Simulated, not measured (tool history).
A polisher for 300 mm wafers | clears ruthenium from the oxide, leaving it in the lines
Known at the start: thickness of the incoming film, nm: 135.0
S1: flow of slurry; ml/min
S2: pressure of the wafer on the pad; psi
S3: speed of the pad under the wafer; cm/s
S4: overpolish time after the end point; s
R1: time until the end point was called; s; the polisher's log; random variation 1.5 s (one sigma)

run	day	S1	S2	S3	S4	R1
1	0.000	300	2.4	84	9	173.65
2	0.154	300	2.7	90	9	143.16
3	0.429	300	2.4	90	9	162.06
4	0.492	300	2.7	94	9	139.23
5	0.742	330	2.7	94	9	132.79
# day 0.829: worn pad replaced by a new one
6	0.829	290	2.7	94	9	124.08

The next listed run, before its measurement:
7	1.079	275	2.8	94	9	?

Run 7 gave R1 122.30 s.
